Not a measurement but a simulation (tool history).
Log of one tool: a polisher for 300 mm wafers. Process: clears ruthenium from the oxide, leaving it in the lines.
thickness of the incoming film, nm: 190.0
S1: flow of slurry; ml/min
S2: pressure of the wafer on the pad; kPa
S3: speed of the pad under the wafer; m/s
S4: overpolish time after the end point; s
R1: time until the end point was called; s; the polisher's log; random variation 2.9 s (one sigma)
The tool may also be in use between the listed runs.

Run 1, hour 0: S1 280 ml/min, S2 17.2 kPa, S3 1.26 m/s, S4 12 s. Result: R1 132.28 s.
Run 2, hour 6.8: S1 280 ml/min, S2 16.5 kPa, S3 1.26 m/s, S4 12 s. Result: R1 135.23 s.
Run 3, hour 7.8: S1 280 ml/min, S2 16.5 kPa, S3 1.48 m/s, S4 12 s. Result: R1 114.34 s.
Run 4, hour 15.1: S1 280 ml/min, S2 16.5 kPa, S3 1.36 m/s, S4 12 s. Result: R1 128.96 s.
Run 5, hour 18.4: S1 280 ml/min, S2 15.9 kPa, S3 1.36 m/s, S4 12 s. Result: R1 133.43 s.
Run 6, hour 24.6: S1 280 ml/min, S2 15.2 kPa, S3 1.36 m/s, S4 12 s. Result: R1 137.24 s.
Run 7, hour 32: S1 280 ml/min, S2 14.5 kPa, S3 1.36 m/s, S4 12 s. Result: R1 141.57 s.

Run 8 comes next. What will it give?
Run 8, hour 35.2: S1 280 ml/min, S2 13.8 kPa, S3 1.36 m/s, S4 12 s. Result: R1 ?.

Run 8 gave R1 148.46 s.

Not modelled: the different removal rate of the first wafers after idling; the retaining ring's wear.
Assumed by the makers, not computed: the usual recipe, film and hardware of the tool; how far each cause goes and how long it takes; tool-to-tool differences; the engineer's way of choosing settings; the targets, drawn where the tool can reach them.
